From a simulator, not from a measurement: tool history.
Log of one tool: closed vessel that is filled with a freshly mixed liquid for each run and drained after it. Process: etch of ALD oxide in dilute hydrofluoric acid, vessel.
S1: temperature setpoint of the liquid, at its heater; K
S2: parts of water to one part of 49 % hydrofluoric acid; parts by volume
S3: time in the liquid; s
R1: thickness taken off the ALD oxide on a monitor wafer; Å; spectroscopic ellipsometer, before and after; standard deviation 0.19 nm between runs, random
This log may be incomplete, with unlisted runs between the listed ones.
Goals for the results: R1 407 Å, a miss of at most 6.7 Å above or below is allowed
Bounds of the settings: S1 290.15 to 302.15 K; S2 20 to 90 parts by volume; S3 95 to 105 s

run 1 hour=0 | S1=294.15 S2=50 S3=95 | R1=337.11
run 2 hour=2.8 | S1=295.15 S2=50 S3=95 | R1=355.02
run 3 hour=6.5 | S1=295.15 S2=60 S3=95 | R1=294.76
run 4 hour=11.6 | S1=295.15 S2=60 S3=95 | R1=291.38
run 5 hour=15.3 | S1=295.15 S2=55 S3=95 | R1=320.99
run 6 hour=15.9 | S1=295.15 S2=55 S3=105 | R1=358.05
run 7 hour=16.7 | S1=296.15 S2=55 S3=105 | R1=370.23
run 8 hour=19 | S1=297.15 S2=55 S3=105 | R1=386.05
run 9 hour=26.5 | S1=297.65 S2=55 S3=105 | R1=395.59

Which one of the following 4 next-run settings gets every result inside its allowed miss? There is exactly one.
run A hour=34 | S1=299.65 S2=55 S3=95 | R1=?
run B hour=34 | S1=297.65 S2=55 S3=100 | R1=?
run C hour=34 | S1=297.15 S2=50 S3=100 | R1=?
run D hour=34 | S1=298.15 S2=50 S3=100 | R1=?

move=A R1=386.87
move=B R1=375.54
move=C R1=407.42
move=D R1=424.47
A: moves away from the targets compared with the last run
B: moves away from the targets compared with the last run
C: all results in spec
D: moves the result that the last run missed by most past its target, out the other side
C is the move that brings every result within its allowed miss.
